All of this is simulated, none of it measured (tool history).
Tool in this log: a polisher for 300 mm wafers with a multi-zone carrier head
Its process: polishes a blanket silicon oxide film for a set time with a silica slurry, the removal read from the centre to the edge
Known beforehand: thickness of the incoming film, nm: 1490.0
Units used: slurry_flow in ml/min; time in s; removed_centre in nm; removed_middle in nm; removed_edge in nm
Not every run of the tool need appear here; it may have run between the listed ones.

{"run": 1, "hour": 0.0, "slurry_flow": 150, "centre_zone": 1, "middle_zone": 1, "edge_zone": 1, "slurry_solids": 1, "time": 58, "removed_centre": 263.44, "removed_middle": 264.39, "removed_edge": 276.5}
{"run": 2, "hour": 8.5, "slurry_flow": 150, "centre_zone": 0.96, "middle_zone": 1, "edge_zone": 1, "slurry_solids": 1, "time": 58, "removed_centre": 248.61, "removed_middle": 264.98, "removed_edge": 274.73}
{"run": 3, "hour": 16.3, "slurry_flow": 140, "centre_zone": 0.92, "middle_zone": 0.99, "edge_zone": 1, "slurry_solids": 1, "time": 58, "removed_centre": 234.35, "removed_middle": 258.4, "removed_edge": 267.97}
{"run": 4, "hour": 21.3, "slurry_flow": 140, "centre_zone": 0.92, "middle_zone": 0.99, "edge_zone": 1.04, "slurry_solids": 1, "time": 58, "removed_centre": 234.63, "removed_middle": 257.04, "removed_edge": 276.44}
{"run": 5, "hour": 30.0, "slurry_flow": 140, "centre_zone": 0.92, "middle_zone": 0.99, "edge_zone": 1.04, "slurry_solids": 0.9, "time": 58, "removed_centre": 227.9, "removed_middle": 245.06, "removed_edge": 260.34}
{"run": 6, "hour": 30.9, "slurry_flow": 130, "centre_zone": 0.89, "middle_zone": 1, "edge_zone": 1.06, "slurry_solids": 0.9, "time": 58, "removed_centre": 216.1, "removed_middle": 241.11, "removed_edge": 257.86}

For run 7, what comes out?
{"run": 7, "hour": 35.3, "slurry_flow": 125, "centre_zone": 0.87, "middle_zone": 1.01, "edge_zone": 1.08, "slurry_solids": 0.9, "time": 58, "removed_centre": "?", "removed_middle": "?", "removed_edge": "?"}

{"run 7": {"removed_centre": 205.75, "removed_middle": 241.24, "removed_edge": 256.34}}

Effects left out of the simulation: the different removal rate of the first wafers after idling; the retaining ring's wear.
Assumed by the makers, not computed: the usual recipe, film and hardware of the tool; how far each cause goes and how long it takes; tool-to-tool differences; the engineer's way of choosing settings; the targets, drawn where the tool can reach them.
